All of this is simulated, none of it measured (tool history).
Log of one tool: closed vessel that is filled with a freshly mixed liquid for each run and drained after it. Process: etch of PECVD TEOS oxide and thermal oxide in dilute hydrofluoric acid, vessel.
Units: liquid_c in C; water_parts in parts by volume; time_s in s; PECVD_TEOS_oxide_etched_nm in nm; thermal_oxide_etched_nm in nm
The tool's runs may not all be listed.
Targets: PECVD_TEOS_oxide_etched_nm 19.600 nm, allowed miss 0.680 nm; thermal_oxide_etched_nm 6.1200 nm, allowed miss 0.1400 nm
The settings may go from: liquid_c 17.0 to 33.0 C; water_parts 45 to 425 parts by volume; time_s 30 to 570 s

run,hour,liquid_c,water_parts,time_s,PECVD_TEOS_oxide_etched_nm,thermal_oxide_etched_nm
1,0.0,25.0,235,290,16.544,5.0824
2,1.5,23.0,235,290,15.348,4.7587
3,4.9,23.0,300,290,11.036,3.5225
4,9.8,24.5,290,290,12.264,3.8840
5,11.6,24.5,220,290,17.319,5.4361
6,12.7,25.0,220,290,17.618,5.5260
7,17.7,25.5,220,290,18.207,5.6639
8,21.1,26.0,220,290,18.464,5.7779

4 next moves are on the table. One of them brings every result within its allowed miss. Which?
A,24.5,31.0,360,435,?,?
B,24.5,22.0,155,210,?,?
C,24.5,27.0,235,300,?,?
D,24.5,33.0,285,340,?,?

move,PECVD_TEOS_oxide_etched_nm,thermal_oxide_etched_nm
A,17.313,5.4142
B,17.695,5.5338
C,18.369,5.7446
D,19.771,6.1831
A: further off than the last run
B: further off than the last run
C: further off than the last run
D: meets every target
Answer: D
